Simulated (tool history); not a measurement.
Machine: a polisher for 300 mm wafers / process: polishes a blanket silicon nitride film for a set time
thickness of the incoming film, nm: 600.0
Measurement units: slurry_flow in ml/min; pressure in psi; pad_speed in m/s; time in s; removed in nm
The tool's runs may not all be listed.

Run 1, hour 0: slurry_flow 300 ml/min, pressure 3.8 psi, pad_speed 1.26 m/s, time 46 s. Result: removed 97.443 nm.
Run 2, hour 1.9: slurry_flow 295 ml/min, pressure 3.4 psi, pad_speed 1.2 m/s, time 46 s. Result: removed 84.189 nm.
Run 3, hour 4.9: slurry_flow 295 ml/min, pressure 3.4 psi, pad_speed 1 m/s, time 46 s. Result: removed 73.48 nm.
Run 4, hour 11.1: slurry_flow 335 ml/min, pressure 3.4 psi, pad_speed 1 m/s, time 46 s. Result: removed 74.405 nm.
Run 5, hour 12.9: slurry_flow 335 ml/min, pressure 3.1 psi, pad_speed 0.98 m/s, time 46 s. Result: removed 67.614 nm.
Run 6, hour 17.3: slurry_flow 335 ml/min, pressure 3.1 psi, pad_speed 1.16 m/s, time 46 s. Result: removed 76.08 nm.
Run 7, hour 26.2: slurry_flow 315 ml/min, pressure 2.1 psi, pad_speed 0.88 m/s, time 46 s. Result: removed 43.874 nm.
Run 8, hour 29.8: slurry_flow 320 ml/min, pressure 2.1 psi, pad_speed 0.88 m/s, time 46 s. Result: removed 43.361 nm.

Forecast run 9:
Run 9, hour 30.5: slurry_flow 325 ml/min, pressure 2.1 psi, pad_speed 0.88 m/s, time 46 s. Result: removed ?.

Run 9 produced removed 43.742 nm.
